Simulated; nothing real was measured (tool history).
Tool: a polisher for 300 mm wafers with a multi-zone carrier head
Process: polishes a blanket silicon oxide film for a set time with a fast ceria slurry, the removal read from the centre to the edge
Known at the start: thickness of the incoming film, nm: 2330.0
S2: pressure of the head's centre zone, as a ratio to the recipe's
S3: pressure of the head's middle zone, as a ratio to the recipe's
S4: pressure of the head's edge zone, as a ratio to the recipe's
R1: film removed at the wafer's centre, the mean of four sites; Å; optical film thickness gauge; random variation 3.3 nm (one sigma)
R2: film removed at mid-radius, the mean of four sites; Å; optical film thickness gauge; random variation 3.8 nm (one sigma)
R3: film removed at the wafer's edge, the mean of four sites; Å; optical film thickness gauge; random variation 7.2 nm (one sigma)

Run 1, hour 0.0: flow of slurry (ml/min) 300, S2 1.00, S3 1.00, S4 1.00, polishing time (s) 68. Result: R1 6603.1 Å, R2 6715.6 Å, R3 6880.5 Å.
Run 2, hour 7.7: flow of slurry (ml/min) 295, S2 0.98, S3 0.97, S4 0.99, polishing time (s) 66. Result: R1 6259.5 Å, R2 6354.1 Å, R3 6560.2 Å.
Run 3, hour 11.1: flow of slurry (ml/min) 285, S2 0.97, S3 0.94, S4 1.00, polishing time (s) 64. Result: R1 6055.2 Å, R2 5900.6 Å, R3 6453.4 Å.
Run 4, hour 14.1: flow of slurry (ml/min) 285, S2 0.97, S3 0.94, S4 1.00, polishing time (s) 47. Result: R1 4405.0 Å, R2 4334.4 Å, R3 4652.2 Å.
Run 5, hour 17.3: flow of slurry (ml/min) 285, S2 0.93, S3 0.94, S4 1.00, polishing time (s) 47. Result: R1 4336.2 Å, R2 4389.2 Å, R3 4693.3 Å.
Run 6, hour 26.1: flow of slurry (ml/min) 290, S2 0.94, S3 0.94, S4 1.03, polishing time (s) 48. Result: R1 4488.9 Å, R2 4485.7 Å, R3 4810.1 Å.

The next listed run, before its measurement:
Run 7, hour 29.7: flow of slurry (ml/min) 310, S2 0.93, S3 0.86, S4 1.13, polishing time (s) 57. Result: R1 ?, R2 ?, R3 ?.

R1: 5265.2 Å
R2: 4974.0 Å
R3: 6063.5 Å

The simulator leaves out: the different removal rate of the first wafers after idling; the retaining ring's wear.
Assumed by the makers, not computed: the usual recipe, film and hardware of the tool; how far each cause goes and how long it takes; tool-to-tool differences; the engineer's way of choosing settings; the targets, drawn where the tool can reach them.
